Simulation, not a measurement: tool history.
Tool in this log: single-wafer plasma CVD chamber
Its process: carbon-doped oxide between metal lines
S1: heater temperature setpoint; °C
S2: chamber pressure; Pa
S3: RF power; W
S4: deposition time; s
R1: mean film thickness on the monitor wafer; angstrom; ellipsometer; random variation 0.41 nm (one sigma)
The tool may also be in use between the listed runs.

| run | hour | S1 | S2 | S3 | S4 | R1 |
|---|---|---|---|---|---|---|
| 1 | 0.0 | 340 | 612 | 450 | 31.8 | 1596.0 |
| 2 | 4.2 | 340 | 711 | 450 | 31.8 | 1621.2 |
| 3 | 9.3 | 340 | 711 | 450 | 32.8 | 1681.3 |
| 4 | 17.6 | 342 | 696 | 440 | 32.8 | 1643.2 |
| 5 | 18.8 | 344 | 681 | 430 | 32.8 | 1611.7 |
| 6 | 26.5 | 344 | 681 | 430 | 32.8 | 1617.2 |
| 7 | 29.8 | 344 | 672 | 420 | 32.8 | 1583.4 |
| 8 | 35.0 | 345 | 660 | 410 | 32.8 | 1568.1 |
| 9 | 38.4 | 346 | 652 | 400 | 32.8 | 1540.2 |

Predict the results of run 10:
| 10 | 45.0 | 347 | 644 | 395 | 32.8 | ? |

{"run 10": {"R1": 1514.5}}
